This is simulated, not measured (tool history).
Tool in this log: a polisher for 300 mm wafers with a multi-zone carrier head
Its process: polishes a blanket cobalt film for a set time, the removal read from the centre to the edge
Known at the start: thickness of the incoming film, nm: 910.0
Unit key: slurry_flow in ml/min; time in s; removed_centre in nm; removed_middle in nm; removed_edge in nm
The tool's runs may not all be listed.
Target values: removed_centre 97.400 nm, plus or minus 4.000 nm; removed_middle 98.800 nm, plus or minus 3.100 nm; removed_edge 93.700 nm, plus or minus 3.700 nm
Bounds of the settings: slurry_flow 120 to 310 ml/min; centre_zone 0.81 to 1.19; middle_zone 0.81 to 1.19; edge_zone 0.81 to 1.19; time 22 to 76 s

{"run": 1, "hour": 0.0, "slurry_flow": 200, "centre_zone": 1.0, "middle_zone": 1.0, "edge_zone": 1.0, "time": 49, "removed_centre": 176.11, "removed_middle": 172.01, "removed_edge": 180.59}
{"run": 2, "hour": 7.2, "slurry_flow": 200, "centre_zone": 1.06, "middle_zone": 1.0, "edge_zone": 1.0, "time": 49, "removed_centre": 188.71, "removed_middle": 173.08, "removed_edge": 174.85}
{"run": 3, "hour": 15.7, "slurry_flow": 200, "centre_zone": 1.06, "middle_zone": 1.0, "edge_zone": 1.0, "time": 59, "removed_centre": 224.15, "removed_middle": 207.64, "removed_edge": 212.7}
{"run": 4, "hour": 17.2, "slurry_flow": 250, "centre_zone": 1.06, "middle_zone": 1.0, "edge_zone": 1.0, "time": 59, "removed_centre": 237.68, "removed_middle": 214.7, "removed_edge": 218.63}
{"run": 5, "hour": 20.9, "slurry_flow": 250, "centre_zone": 1.06, "middle_zone": 1.0, "edge_zone": 1.07, "time": 59, "removed_centre": 235.9, "removed_middle": 213.35, "removed_edge": 217.47}
{"run": 6, "hour": 26.7, "slurry_flow": 215, "centre_zone": 1.05, "middle_zone": 1.01, "edge_zone": 1.09, "time": 50, "removed_centre": 189.86, "removed_middle": 180.83, "removed_edge": 188.0}
{"run": 7, "hour": 33.9, "slurry_flow": 195, "centre_zone": 0.96, "middle_zone": 0.94, "edge_zone": 0.99, "time": 36, "removed_centre": 121.74, "removed_middle": 119.72, "removed_edge": 127.93}
{"run": 8, "hour": 42.6, "slurry_flow": 210, "centre_zone": 0.96, "middle_zone": 0.95, "edge_zone": 0.95, "time": 33, "removed_centre": 113.24, "removed_middle": 111.86, "removed_edge": 115.95}
{"run": 9, "hour": 49.0, "slurry_flow": 215, "centre_zone": 0.96, "middle_zone": 0.96, "edge_zone": 0.92, "time": 32, "removed_centre": 111.41, "removed_middle": 110.03, "removed_edge": 110.77}
{"run": 10, "hour": 53.0, "slurry_flow": 220, "centre_zone": 0.95, "middle_zone": 0.96, "edge_zone": 0.9, "time": 31, "removed_centre": 107.68, "removed_middle": 108.33, "removed_edge": 107.8}
{"run": 11, "hour": 60.1, "slurry_flow": 180, "centre_zone": 0.96, "middle_zone": 0.97, "edge_zone": 0.81, "time": 27, "removed_centre": 91.001, "removed_middle": 92.224, "removed_edge": 86.195}
{"run": 12, "hour": 68.9, "slurry_flow": 190, "centre_zone": 0.96, "middle_zone": 0.97, "edge_zone": 0.82, "time": 27, "removed_centre": 90.008, "removed_middle": 92.555, "removed_edge": 89.946}

Which single option among these 4 for the next run brings every result within its allowed miss of target? Just one does.
{"run": "A", "hour": 77.7, "slurry_flow": 160, "centre_zone": 0.98, "middle_zone": 1.11, "edge_zone": 0.81, "time": 29, "removed_centre": "?", "removed_middle": "?", "removed_edge": "?"}
{"run": "B", "hour": 77.7, "slurry_flow": 185, "centre_zone": 1.16, "middle_zone": 1.11, "edge_zone": 0.81, "time": 26, "removed_centre": "?", "removed_middle": "?", "removed_edge": "?"}
{"run": "C", "hour": 77.7, "slurry_flow": 185, "centre_zone": 0.97, "middle_zone": 0.98, "edge_zone": 0.81, "time": 29, "removed_centre": "?", "removed_middle": "?", "removed_edge": "?"}
{"run": "D", "hour": 77.7, "slurry_flow": 165, "centre_zone": 0.81, "middle_zone": 1.07, "edge_zone": 0.84, "time": 28, "removed_centre": "?", "removed_middle": "?", "removed_edge": "?"}

move=A removed_centre=94.536 removed_middle=109.900 removed_edge=91.593
move=B removed_centre=103.500 removed_middle=101.080 removed_edge=83.717
move=C removed_centre=96.317 removed_middle=101.520 removed_edge=93.540
move=D removed_centre=75.809 removed_middle=103.540 removed_edge=90.085
A: takes the result that was furthest off past its target
B: gets the furthest-off result to its target, but another result is out of tolerance
C: each result inside its tolerance
D: takes the result that was furthest off past its target
The right move is C.
